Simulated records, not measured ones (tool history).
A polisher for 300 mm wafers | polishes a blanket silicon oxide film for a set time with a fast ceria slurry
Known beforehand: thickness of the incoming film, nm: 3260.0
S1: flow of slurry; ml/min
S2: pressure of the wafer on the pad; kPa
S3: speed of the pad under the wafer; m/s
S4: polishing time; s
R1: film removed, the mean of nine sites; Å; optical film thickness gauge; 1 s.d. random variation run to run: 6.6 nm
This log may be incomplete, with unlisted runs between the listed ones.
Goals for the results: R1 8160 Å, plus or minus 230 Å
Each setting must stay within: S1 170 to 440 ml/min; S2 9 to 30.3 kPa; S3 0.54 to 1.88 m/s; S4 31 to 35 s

{"run": 1, "hour": 0.0, "S1": 280, "S2": 19.3, "S3": 1.2, "S4": 35, "R1": 6123.3}
{"run": 2, "hour": 8.8, "S1": 280, "S2": 20.7, "S3": 1.2, "S4": 35, "R1": 6648}
{"run": 3, "hour": 11.5, "S1": 280, "S2": 21.4, "S3": 1.2, "S4": 35, "R1": 6729.9}
{"run": 4, "hour": 20.5, "S1": 280, "S2": 22.8, "S3": 1.2, "S4": 35, "R1": 7194.1}
{"run": 5, "hour": 22.8, "S1": 280, "S2": 18.6, "S3": 1.2, "S4": 35, "R1": 5857}
{"run": 6, "hour": 24.7, "S1": 225, "S2": 18.6, "S3": 1.2, "S4": 35, "R1": 5828.2}
{"run": 7, "hour": 26.0, "S1": 225, "S2": 20.7, "S3": 1.2, "S4": 35, "R1": 6432.9}
{"run": 8, "hour": 30.8, "S1": 225, "S2": 22.1, "S3": 1.2, "S4": 35, "R1": 6945.3}
{"hour": 32.4, "done": "worn pad replaced by a new one"}
{"run": 9, "hour": 32.4, "S1": 225, "S2": 22.8, "S3": 1.2, "S4": 35, "R1": 7737}
{"run": 10, "hour": 38.7, "S1": 220, "S2": 22.8, "S3": 1.2, "S4": 35, "R1": 7863.8}
{"run": 11, "hour": 43.2, "S1": 215, "S2": 22.8, "S3": 1.2, "S4": 35, "R1": 7736.3}
{"run": 12, "hour": 46.5, "S1": 210, "S2": 22.8, "S3": 1.2, "S4": 35, "R1": 7762.4}
{"run": 13, "hour": 50.1, "S1": 205, "S2": 22.8, "S3": 1.2, "S4": 35, "R1": 7739.3}
{"run": 14, "hour": 51.0, "S1": 200, "S2": 22.8, "S3": 1.2, "S4": 35, "R1": 7750.1}

Which single option among these 4 for the next run brings every result within its allowed miss of target? Just one does.
{"run": "A", "hour": 51.9, "S1": 180, "S2": 25.5, "S3": 1.2, "S4": 33, "R1": "?"}
{"run": "B", "hour": 51.9, "S1": 300, "S2": 26.2, "S3": 1.06, "S4": 31, "R1": "?"}
{"run": "C", "hour": 51.9, "S1": 205, "S2": 23.4, "S3": 1.36, "S4": 34, "R1": "?"}
{"run": "D", "hour": 51.9, "S1": 250, "S2": 20.7, "S3": 1.18, "S4": 35, "R1": "?"}

move=A R1=8106.6
move=B R1=7261.7
move=C R1=8805.4
move=D R1=7126.4
A: all results land within tolerance of their targets
B: moves away from the targets compared with the last run
C: moves the result that the last run missed by most past its target, out the other side
D: moves away from the targets compared with the last run
The move that meets every target is A.
